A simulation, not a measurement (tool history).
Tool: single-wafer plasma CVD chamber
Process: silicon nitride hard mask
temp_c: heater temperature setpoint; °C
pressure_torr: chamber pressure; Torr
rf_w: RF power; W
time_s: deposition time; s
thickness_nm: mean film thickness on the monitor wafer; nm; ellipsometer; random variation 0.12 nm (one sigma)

Run 1, hour 0.0: temp_c 410 °C, pressure_torr 1.56 Torr, rf_w 255 W, time_s 49.4 s. Result: thickness_nm 52.031 nm.
Run 2, hour 7.9: temp_c 410 °C, pressure_torr 1.56 Torr, rf_w 230 W, time_s 49.4 s. Result: thickness_nm 47.269 nm.
Run 3, hour 14.8: temp_c 410 °C, pressure_torr 1.34 Torr, rf_w 230 W, time_s 49.4 s. Result: thickness_nm 44.607 nm.
Run 4, hour 18.3: temp_c 410 °C, pressure_torr 1.34 Torr, rf_w 230 W, time_s 49.4 s. Result: thickness_nm 44.662 nm.
Run 5, hour 23.0: temp_c 410 °C, pressure_torr 1.34 Torr, rf_w 195 W, time_s 49.4 s. Result: thickness_nm 37.442 nm.
Run 6, hour 24.8: temp_c 410 °C, pressure_torr 1.56 Torr, rf_w 195 W, time_s 49.4 s. Result: thickness_nm 39.854 nm.

Forecast run 7:
Run 7, hour 33.8: temp_c 410 °C, pressure_torr 1.45 Torr, rf_w 195 W, time_s 49.4 s. Result: thickness_nm ?.

{"run 7": {"thickness_nm": 38.863}}

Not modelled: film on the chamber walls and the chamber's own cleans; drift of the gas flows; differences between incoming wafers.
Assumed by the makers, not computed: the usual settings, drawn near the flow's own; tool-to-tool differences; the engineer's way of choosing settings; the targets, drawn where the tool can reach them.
